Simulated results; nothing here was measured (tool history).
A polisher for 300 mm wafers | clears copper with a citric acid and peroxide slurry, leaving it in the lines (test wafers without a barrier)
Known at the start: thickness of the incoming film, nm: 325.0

run	hour	flow of slurry (ml/min)	pressure of the wafer on the pad (psi)	speed of the pad under the wafer (m/s)	abrasive content of the slurry	overpolish time after the end point (s)	time until the end point was called (s)	dishing of a wide line in a test structure (angstrom)
1	0.0	245	2.1	1.36	1.0	27	118.45	374.49
2	8.8	245	2.0	1.36	1.0	28	123.28	375.71
3	15.6	245	2.0	1.36	1.0	29	125.64	373.67
4	23.8	245	2.0	1.36	1.1	29	120.99	383.05
5	24.8	245	2.0	1.36	1.1	23	119.31	324.56
6	28.6	245	2.0	1.36	1.1	31	119.26	402.78
7	36.2	245	1.9	1.36	1.1	32	128.25	399.92

Run 8 comes next. What will it give?
8	42.5	245	1.9	1.36	1.1	33	?	?

Run 8 gave time until the end point was called (s) 130.28, dishing of a wide line in a test structure (angstrom) 394.43.

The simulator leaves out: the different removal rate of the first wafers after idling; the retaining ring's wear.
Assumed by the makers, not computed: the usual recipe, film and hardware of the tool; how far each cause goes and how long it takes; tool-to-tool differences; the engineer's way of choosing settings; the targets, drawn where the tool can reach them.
